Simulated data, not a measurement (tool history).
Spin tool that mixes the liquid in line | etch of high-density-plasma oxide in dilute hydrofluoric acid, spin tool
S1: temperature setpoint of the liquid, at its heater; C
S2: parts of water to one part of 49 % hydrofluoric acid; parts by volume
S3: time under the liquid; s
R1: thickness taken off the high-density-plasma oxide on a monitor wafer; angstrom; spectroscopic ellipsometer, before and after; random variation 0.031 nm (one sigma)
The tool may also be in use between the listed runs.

run  hour    S1   S2  S3      R1
  1     0    22  185  65  15.565
  2   4.4  23.5  165  65  18.962
  3     8  23.5  165  45  13.095
  4   8.8  23.5  215  45  9.5274
  5   9.7  23.5  215  45   9.491
  6  16.4  23.5  185  45  11.423
  7  22.7  22.5  160  45  12.885

Run 8 comes next. What will it give?
  8  23.6  24  140  45   ?

R1: 16.168 angstrom
